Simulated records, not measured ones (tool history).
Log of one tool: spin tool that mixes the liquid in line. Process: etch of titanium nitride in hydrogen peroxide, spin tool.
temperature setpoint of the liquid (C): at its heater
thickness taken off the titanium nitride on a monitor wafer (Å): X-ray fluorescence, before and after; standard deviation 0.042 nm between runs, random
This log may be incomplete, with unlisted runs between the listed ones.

run,day,temperature setpoint of the liquid (C),concentration of hydrogen peroxide in the mixed liquid (% by weight),time under the liquid (s),thickness taken off the titanium nitride on a monitor wafer (Å)
1,0.000,49.0,20.0,100,60.896
2,0.229,49.0,20.0,80,48.685
3,0.462,50.0,20.0,80,52.889
4,0.642,51.0,20.0,80,57.011
5,0.938,51.0,20.0,100,70.311
6,0.996,51.0,17.5,100,68.116
7,1.183,51.5,17.5,100,70.864

Expected results for the next run?
8,1.321,52.0,17.5,100,?

thickness taken off the titanium nitride on a monitor wafer (Å): 73.423
